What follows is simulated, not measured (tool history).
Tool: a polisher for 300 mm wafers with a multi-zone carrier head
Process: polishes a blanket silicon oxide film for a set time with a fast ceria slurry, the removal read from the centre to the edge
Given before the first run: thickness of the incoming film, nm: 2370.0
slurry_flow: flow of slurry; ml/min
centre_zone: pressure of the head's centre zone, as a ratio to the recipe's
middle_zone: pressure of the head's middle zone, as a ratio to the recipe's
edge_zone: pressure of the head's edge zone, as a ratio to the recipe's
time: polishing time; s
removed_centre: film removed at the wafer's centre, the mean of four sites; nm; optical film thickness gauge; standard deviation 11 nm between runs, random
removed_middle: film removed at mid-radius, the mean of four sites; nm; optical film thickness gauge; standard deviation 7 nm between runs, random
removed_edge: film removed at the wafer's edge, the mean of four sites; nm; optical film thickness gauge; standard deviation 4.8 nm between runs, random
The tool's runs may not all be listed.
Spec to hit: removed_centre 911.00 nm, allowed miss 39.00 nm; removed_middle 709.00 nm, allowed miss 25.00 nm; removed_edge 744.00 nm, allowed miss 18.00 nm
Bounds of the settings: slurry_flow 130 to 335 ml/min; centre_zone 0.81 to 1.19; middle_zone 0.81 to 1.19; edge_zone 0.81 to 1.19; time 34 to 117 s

run,hour,slurry_flow,centre_zone,middle_zone,edge_zone,time,removed_centre,removed_middle,removed_edge
1,0.0,215,1.00,1.00,1.00,75,672.91,640.71,672.20
2,4.8,235,1.06,1.01,1.02,76,734.41,678.43,687.71
3,10.6,235,0.99,1.01,1.02,76,670.92,661.85,681.89
4,13.4,235,0.95,1.01,1.02,76,644.67,672.39,678.15
5,14.3,245,1.03,1.00,1.02,77,691.71,675.22,694.59
# hour 16.0: worn pad replaced by a new one
6,16.0,220,1.08,1.01,1.04,78,834.84,761.57,780.87
7,20.6,220,1.11,0.99,1.01,78,848.91,740.40,772.70
8,24.0,215,1.13,0.98,0.96,78,853.18,733.97,751.68

5 next moves are on the table. One of them brings every result within its allowed miss. Which?
A,27.4,185,1.09,0.97,0.97,79,?,?,?
B,27.4,205,1.19,0.91,0.90,80,?,?,?
C,27.4,235,1.09,0.98,1.00,78,?,?,?
D,27.4,300,1.12,1.07,0.87,74,?,?,?
E,27.4,210,1.11,0.95,0.94,77,?,?,?

move,removed_centre,removed_middle,removed_edge
A,825.93,728.25,753.48
B,926.25,712.91,745.43
C,841.42,745.02,770.22
D,843.11,772.65,698.73
E,834.03,710.00,732.58
A: lands further from the targets than the last run did
B: in spec on every target
C: lands further from the targets than the last run did
D: lands further from the targets than the last run did
E: lands further from the targets than the last run did
Correct choice: B, which meets every target

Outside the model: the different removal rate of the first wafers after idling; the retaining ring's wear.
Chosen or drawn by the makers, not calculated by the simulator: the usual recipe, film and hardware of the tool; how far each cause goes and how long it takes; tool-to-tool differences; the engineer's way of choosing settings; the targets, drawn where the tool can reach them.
